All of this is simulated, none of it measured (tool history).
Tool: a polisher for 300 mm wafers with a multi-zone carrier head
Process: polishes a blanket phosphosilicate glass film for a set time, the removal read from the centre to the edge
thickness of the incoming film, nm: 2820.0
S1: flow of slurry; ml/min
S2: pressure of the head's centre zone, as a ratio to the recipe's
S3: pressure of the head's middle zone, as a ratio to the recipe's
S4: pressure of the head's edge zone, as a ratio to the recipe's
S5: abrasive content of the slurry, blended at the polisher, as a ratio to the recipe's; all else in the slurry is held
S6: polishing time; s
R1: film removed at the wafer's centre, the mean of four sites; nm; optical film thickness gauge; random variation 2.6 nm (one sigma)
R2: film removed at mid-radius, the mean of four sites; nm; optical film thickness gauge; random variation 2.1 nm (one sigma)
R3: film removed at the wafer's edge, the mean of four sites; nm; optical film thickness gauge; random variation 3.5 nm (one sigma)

Run 1, hour 0: S1 170 ml/min, S2 1, S3 1, S4 1, S5 1, S6 39 s. Result: R1 271.04 nm, R2 261.49 nm, R3 270.33 nm.
Run 2, hour 2.8: S1 170 ml/min, S2 1, S3 1, S4 0.92, S5 1, S6 39 s. Result: R1 271.18 nm, R2 263.93 nm, R3 258.71 nm.
Run 3, hour 3.7: S1 170 ml/min, S2 1, S3 1, S4 0.92, S5 1, S6 46 s. Result: R1 312.68 nm, R2 312.42 nm, R3 303.73 nm.
Run 4, hour 5.9: S1 165 ml/min, S2 1.03, S3 0.94, S4 0.9, S5 0.85, S6 46 s. Result: R1 300.47 nm, R2 269.21 nm, R3 269.35 nm.
Run 5, hour 13.2: S1 155 ml/min, S2 1.03, S3 0.9, S4 0.89, S5 0.8, S6 46 s. Result: R1 282.62 nm, R2 252.59 nm, R3 263.08 nm.
Run 6, hour 21: S1 115 ml/min, S2 1.03, S3 0.9, S4 0.89, S5 0.8, S6 46 s. Result: R1 264.84 nm, R2 228.92 nm, R3 257.62 nm.
Run 7, hour 28.3: S1 115 ml/min, S2 1.06, S3 0.89, S4 0.87, S5 0.75, S6 46 s. Result: R1 262.78 nm, R2 217.37 nm, R3 237.39 nm.

Forecast run 8:
Run 8, hour 30.1: S1 115 ml/min, S2 1.08, S3 0.88, S4 0.87, S5 0.75, S6 46 s. Result: R1 ?, R2 ?, R3 ?.

Run 8 gave R1 267.23 nm, R2 218.98 nm, R3 235.62 nm.

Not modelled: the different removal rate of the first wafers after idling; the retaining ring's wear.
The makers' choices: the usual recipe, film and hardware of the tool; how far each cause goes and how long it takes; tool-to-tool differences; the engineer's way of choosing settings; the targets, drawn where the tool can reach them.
